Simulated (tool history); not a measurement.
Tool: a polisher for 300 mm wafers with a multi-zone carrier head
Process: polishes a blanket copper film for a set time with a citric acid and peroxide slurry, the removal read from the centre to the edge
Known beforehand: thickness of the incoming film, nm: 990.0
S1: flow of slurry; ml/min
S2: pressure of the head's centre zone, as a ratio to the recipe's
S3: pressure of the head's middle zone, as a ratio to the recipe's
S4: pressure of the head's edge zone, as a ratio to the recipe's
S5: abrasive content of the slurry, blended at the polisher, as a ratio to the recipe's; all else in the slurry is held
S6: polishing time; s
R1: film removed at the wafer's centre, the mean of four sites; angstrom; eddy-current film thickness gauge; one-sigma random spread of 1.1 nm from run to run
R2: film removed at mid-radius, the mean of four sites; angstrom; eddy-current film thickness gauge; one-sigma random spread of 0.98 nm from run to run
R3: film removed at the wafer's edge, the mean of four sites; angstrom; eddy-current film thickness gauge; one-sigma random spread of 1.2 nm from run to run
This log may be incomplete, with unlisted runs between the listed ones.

Run 1, day 0.000: S1 260 ml/min, S2 1.00, S3 1.00, S4 1.00, S5 1.00, S6 55 s. Result: R1 985.57 angstrom, R2 994.79 angstrom, R3 997.11 angstrom.
Run 2, day 0.321: S1 230 ml/min, S2 1.00, S3 1.00, S4 1.00, S5 1.00, S6 55 s. Result: R1 953.66 angstrom, R2 985.27 angstrom, R3 975.93 angstrom.
Run 3, day 0.592: S1 230 ml/min, S2 1.00, S3 1.00, S4 1.07, S5 1.00, S6 55 s. Result: R1 977.69 angstrom, R2 986.63 angstrom, R3 1005.40 angstrom.
Run 4, day 0.667: S1 230 ml/min, S2 1.00, S3 0.96, S4 1.07, S5 1.00, S6 55 s. Result: R1 975.02 angstrom, R2 955.31 angstrom, R3 1028.30 angstrom.
Run 5, day 0.708: S1 240 ml/min, S2 0.99, S3 0.97, S4 1.09, S5 1.05, S6 55 s. Result: R1 976.81 angstrom, R2 963.81 angstrom, R3 1012.80 angstrom.
Run 6, day 1.054: S1 240 ml/min, S2 0.99, S3 0.97, S4 1.09, S5 1.05, S6 50 s. Result: R1 882.91 angstrom, R2 881.99 angstrom, R3 938.46 angstrom.
Run 7, day 1.179: S1 235 ml/min, S2 0.97, S3 0.96, S4 1.10, S5 1.10, S6 53 s. Result: R1 937.56 angstrom, R2 916.99 angstrom, R3 1004.70 angstrom.
Run 8, day 1.454: S1 280 ml/min, S2 0.90, S3 1.06, S4 1.19, S5 1.35, S6 58 s. Result: R1 1005.00 angstrom, R2 1136.20 angstrom, R3 1196.70 angstrom.
Run 9, day 1.712: S1 285 ml/min, S2 0.91, S3 1.06, S4 1.19, S5 1.35, S6 58 s. Result: R1 1008.30 angstrom, R2 1164.90 angstrom, R3 1209.90 angstrom.

Expected results for the next run?
Run 10, day 1.758: S1 285 ml/min, S2 0.92, S3 1.05, S4 1.19, S5 1.35, S6 58 s. Result: R1 ?, R2 ?, R3 ?.

Logged for run 10: R1 1007.10 angstrom, R2 1143.40 angstrom, R3 1229.00 angstrom.
